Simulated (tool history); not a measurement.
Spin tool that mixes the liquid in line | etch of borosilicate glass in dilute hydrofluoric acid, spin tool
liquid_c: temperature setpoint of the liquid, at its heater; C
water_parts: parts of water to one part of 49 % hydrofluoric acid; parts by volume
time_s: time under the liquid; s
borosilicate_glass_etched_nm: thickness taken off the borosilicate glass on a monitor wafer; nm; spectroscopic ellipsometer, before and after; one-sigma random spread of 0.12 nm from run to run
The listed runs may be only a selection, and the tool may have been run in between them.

run	day	liquid_c	water_parts	time_s	borosilicate_glass_etched_nm
1	0.000	21.0	115	15	6.4437
2	0.333	21.0	115	15	6.4776
3	0.654	22.0	105	15	7.3787
4	0.775	23.0	95	15	8.7303
5	1.062	21.5	95	15	8.1182
6	1.121	20.0	95	15	7.6046
7	1.471	21.0	90	15	8.4505
8	1.733	22.0	85	15	9.3643

Estimate the outcome of run 9 from the log above:
9	1.888	26.0	40	15	?

Logged for run 9: borosilicate_glass_etched_nm 25.2510 nm.
